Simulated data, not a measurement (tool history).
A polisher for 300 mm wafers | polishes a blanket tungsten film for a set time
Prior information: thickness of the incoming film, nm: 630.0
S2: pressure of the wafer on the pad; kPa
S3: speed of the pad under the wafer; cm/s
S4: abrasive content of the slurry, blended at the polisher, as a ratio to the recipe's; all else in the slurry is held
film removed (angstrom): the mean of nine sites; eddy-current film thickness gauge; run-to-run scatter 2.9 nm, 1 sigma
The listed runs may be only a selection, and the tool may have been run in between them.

{"run": 1, "hour": 0.0, "flow of slurry (ml/min)": 215, "S2": 26.9, "S3": 112, "S4": 1.0, "polishing time (s)": 58, "film removed (angstrom)": 2716.4}
{"run": 2, "hour": 2.1, "flow of slurry (ml/min)": 215, "S2": 26.9, "S3": 112, "S4": 0.85, "polishing time (s)": 58, "film removed (angstrom)": 2574.1}
{"run": 3, "hour": 8.1, "flow of slurry (ml/min)": 215, "S2": 31.7, "S3": 112, "S4": 0.85, "polishing time (s)": 58, "film removed (angstrom)": 2925.3}
{"run": 4, "hour": 10.0, "flow of slurry (ml/min)": 215, "S2": 31.7, "S3": 112, "S4": 0.95, "polishing time (s)": 58, "film removed (angstrom)": 3027.7}
{"run": 5, "hour": 13.9, "flow of slurry (ml/min)": 235, "S2": 31.7, "S3": 112, "S4": 0.95, "polishing time (s)": 58, "film removed (angstrom)": 3067.1}
{"run": 6, "hour": 19.2, "flow of slurry (ml/min)": 235, "S2": 31.7, "S3": 112, "S4": 0.95, "polishing time (s)": 61, "film removed (angstrom)": 3184.7}
{"run": 7, "hour": 20.0, "flow of slurry (ml/min)": 235, "S2": 30.3, "S3": 112, "S4": 0.95, "polishing time (s)": 61, "film removed (angstrom)": 3019.8}
{"run": 8, "hour": 24.9, "flow of slurry (ml/min)": 235, "S2": 29.0, "S3": 112, "S4": 0.95, "polishing time (s)": 61, "film removed (angstrom)": 2920.4}
{"run": 9, "hour": 30.6, "flow of slurry (ml/min)": 235, "S2": 27.6, "S3": 112, "S4": 0.95, "polishing time (s)": 61, "film removed (angstrom)": 2864.8}
{"run": 10, "hour": 35.0, "flow of slurry (ml/min)": 235, "S2": 26.2, "S3": 112, "S4": 0.95, "polishing time (s)": 61, "film removed (angstrom)": 2698.8}
{"run": 11, "hour": 38.7, "flow of slurry (ml/min)": 235, "S2": 25.5, "S3": 112, "S4": 0.95, "polishing time (s)": 61, "film removed (angstrom)": 2624.1}
{"run": 12, "hour": 40.9, "flow of slurry (ml/min)": 235, "S2": 24.8, "S3": 112, "S4": 0.95, "polishing time (s)": 61, "film removed (angstrom)": 2622.8}
{"run": 13, "hour": 48.4, "flow of slurry (ml/min)": 235, "S2": 24.1, "S3": 112, "S4": 0.95, "polishing time (s)": 61, "film removed (angstrom)": 2541.6}

What does the tool deliver on the next run?
{"run": 14, "hour": 50.2, "flow of slurry (ml/min)": 235, "S2": 24.1, "S3": 112, "S4": 0.95, "polishing time (s)": 61, "film removed (angstrom)": "?"}

Run 14 yielded film removed (angstrom) 2588.6.

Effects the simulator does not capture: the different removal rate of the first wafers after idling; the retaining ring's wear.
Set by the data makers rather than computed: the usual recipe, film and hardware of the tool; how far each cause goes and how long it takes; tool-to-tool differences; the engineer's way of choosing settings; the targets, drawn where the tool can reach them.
